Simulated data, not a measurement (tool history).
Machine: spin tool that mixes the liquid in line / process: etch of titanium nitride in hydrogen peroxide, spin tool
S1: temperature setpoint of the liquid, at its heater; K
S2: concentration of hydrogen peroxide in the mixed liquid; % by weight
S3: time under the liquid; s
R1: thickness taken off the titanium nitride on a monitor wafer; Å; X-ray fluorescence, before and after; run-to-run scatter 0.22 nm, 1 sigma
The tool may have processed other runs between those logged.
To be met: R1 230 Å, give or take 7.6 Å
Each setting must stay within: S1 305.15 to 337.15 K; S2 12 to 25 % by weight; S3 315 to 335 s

| run | day | S1 | S2 | S3 | R1 |
|---|---|---|---|---|---|
| 1 | 0 | 321.15 | 17 | 315 | 73.358 |
| 2 | 0.288 | 321.15 | 13.5 | 315 | 69.516 |
| 3 | 0.538 | 323.65 | 13.5 | 315 | 84.164 |
| 4 | 0.662 | 323.65 | 15 | 315 | 85.339 |
|  | 0.954 | heated supply line repaired |
| 5 | 0.954 | 317.65 | 15 | 315 | 67.063 |
| 6 | 1.217 | 317.65 | 17 | 315 | 69.168 |
| 7 | 1.254 | 320.65 | 18.5 | 320 | 87.923 |
| 8 | 1.388 | 323.15 | 19 | 320 | 106.44 |
| 9 | 1.729 | 325.15 | 19 | 320 | 123.25 |
| 10 | 2.004 | 326.65 | 19 | 320 | 139.58 |
| 11 | 2.342 | 327.65 | 19 | 320 | 147.96 |
| 12 | 2.467 | 328.65 | 19 | 320 | 158.45 |
| 13 | 2.792 | 329.65 | 19 | 320 | 170.84 |
| 14 | 3.054 | 330.15 | 19 | 320 | 176.13 |

4 candidate next runs follow, results not yet known. Just one meets every target within its allowed miss. Identify it.
| A | 3.317 | 331.65 | 22 | 335 | ? |
| B | 3.317 | 331.15 | 20 | 335 | ? |
| C | 3.317 | 335.65 | 17.5 | 315 | ? |
| D | 3.317 | 333.65 | 17 | 335 | ? |

| move | R1 |
|---|---|
| A | 212.37 |
| B | 201.04 |
| C | 249.34 |
| D | 230.33 |
A: nearer the targets than the last run, but a result is still out of spec
B: nearer the targets than the last run, but a result is still out of spec
C: takes the biggest miss from the last run beyond its target
D: all results land within tolerance of their targets
The right move is D.
